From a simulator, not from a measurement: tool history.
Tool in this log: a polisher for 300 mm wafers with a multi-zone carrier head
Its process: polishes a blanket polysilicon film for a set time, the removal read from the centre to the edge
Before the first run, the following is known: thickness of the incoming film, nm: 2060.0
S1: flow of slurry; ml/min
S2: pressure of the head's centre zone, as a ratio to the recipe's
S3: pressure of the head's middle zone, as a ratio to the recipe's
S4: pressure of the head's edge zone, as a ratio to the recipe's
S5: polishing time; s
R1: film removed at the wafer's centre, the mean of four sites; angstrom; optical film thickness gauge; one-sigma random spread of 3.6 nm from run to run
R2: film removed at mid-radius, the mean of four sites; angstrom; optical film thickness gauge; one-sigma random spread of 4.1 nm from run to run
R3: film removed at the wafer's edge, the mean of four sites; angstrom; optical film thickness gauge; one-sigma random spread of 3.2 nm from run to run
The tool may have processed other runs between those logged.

run	day	S1	S2	S3	S4	S5	R1	R2	R3
1	0	240	1	1	1	67	3415.5	3438	3372.5
2	0.142	240	1	0.94	1	67	3390.3	3269.8	3363.9
3	0.35	240	1	0.94	1	56	2863.1	2693.8	2825.6
4	0.633	240	1	1.02	1	56	2860.5	2904.4	2850.8
5	0.992	255	1.04	1.04	1.05	63	3298.3	3392.3	3274.5
6	1.05	270	1.08	1.04	1.08	68	3815.4	3634.4	3509.9

Run 7 is up next; what results do you expect?
7	1.154	265	1.08	1.05	1.1	73	?	?	?

{"run 7": {"R1": 4071.1, "R2": 3853.7, "R3": 3866.1}}
